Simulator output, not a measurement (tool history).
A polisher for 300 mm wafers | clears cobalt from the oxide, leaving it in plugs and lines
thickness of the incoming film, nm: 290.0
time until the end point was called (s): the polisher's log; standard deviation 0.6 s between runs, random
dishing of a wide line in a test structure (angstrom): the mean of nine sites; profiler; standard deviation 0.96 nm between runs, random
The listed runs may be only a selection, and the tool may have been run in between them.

run	hour	flow of slurry (ml/min)	pressure of the wafer on the pad (kPa)	speed of the pad under the wafer (cm/s)	overpolish time after the end point (s)	time until the end point was called (s)	dishing of a wide line in a test structure (angstrom)
1	0.0	255	15.2	104	14	44.169	425.37
2	5.3	255	14.5	104	14	44.846	391.50
3	9.6	255	13.8	104	15	47.298	413.77
4	14.5	255	13.8	122	15	41.034	438.62
5	21.6	255	13.8	122	12	40.278	409.11
6	25.5	255	13.1	122	13	43.217	405.60

Forecast run 7:
7	30.7	255	12.4	122	14	?	?

time until the end point was called (s): 43.700
dishing of a wide line in a test structure (angstrom): 434.63

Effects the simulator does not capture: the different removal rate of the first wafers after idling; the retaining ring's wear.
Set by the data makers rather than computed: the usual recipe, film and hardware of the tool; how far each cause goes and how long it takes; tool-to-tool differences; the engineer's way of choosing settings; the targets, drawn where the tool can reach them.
